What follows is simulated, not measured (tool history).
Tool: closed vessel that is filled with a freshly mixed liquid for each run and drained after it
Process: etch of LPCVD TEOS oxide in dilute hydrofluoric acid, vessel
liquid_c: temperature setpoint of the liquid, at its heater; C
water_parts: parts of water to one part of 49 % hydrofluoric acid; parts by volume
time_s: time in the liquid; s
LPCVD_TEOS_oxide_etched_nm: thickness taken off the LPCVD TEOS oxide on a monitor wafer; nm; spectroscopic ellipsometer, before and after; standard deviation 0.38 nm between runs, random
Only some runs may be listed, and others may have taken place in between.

{"run": 1, "hour": 0.0, "liquid_c": 23, "water_parts": 105, "time_s": 90, "LPCVD_TEOS_oxide_etched_nm": 38.83}
{"run": 2, "hour": 3.6, "liquid_c": 23, "water_parts": 105, "time_s": 95, "LPCVD_TEOS_oxide_etched_nm": 40.898}
{"run": 3, "hour": 7.8, "liquid_c": 25, "water_parts": 100, "time_s": 95, "LPCVD_TEOS_oxide_etched_nm": 46.815}
{"run": 4, "hour": 16.7, "liquid_c": 25, "water_parts": 100, "time_s": 95, "LPCVD_TEOS_oxide_etched_nm": 46.829}
{"run": 5, "hour": 19.3, "liquid_c": 26.5, "water_parts": 95, "time_s": 95, "LPCVD_TEOS_oxide_etched_nm": 52.509}
{"run": 6, "hour": 24.4, "liquid_c": 26.5, "water_parts": 95, "time_s": 95, "LPCVD_TEOS_oxide_etched_nm": 52.586}
{"run": 7, "hour": 31.7, "liquid_c": 26.5, "water_parts": 95, "time_s": 95, "LPCVD_TEOS_oxide_etched_nm": 52.909}
{"run": 8, "hour": 39.9, "liquid_c": 27.5, "water_parts": 90, "time_s": 95, "LPCVD_TEOS_oxide_etched_nm": 58.387}
{"hour": 41.5, "done": "hydrofluoric acid flow meter replaced"}
{"run": 9, "hour": 41.5, "liquid_c": 31, "water_parts": 80, "time_s": 95, "LPCVD_TEOS_oxide_etched_nm": 85.577}

Run 10, settings as shown, results not yet in. Your forecast:
{"run": 10, "hour": 50.1, "liquid_c": 30.5, "water_parts": 80, "time_s": 95, "LPCVD_TEOS_oxide_etched_nm": "?"}

LPCVD_TEOS_oxide_etched_nm: 83.754 nm
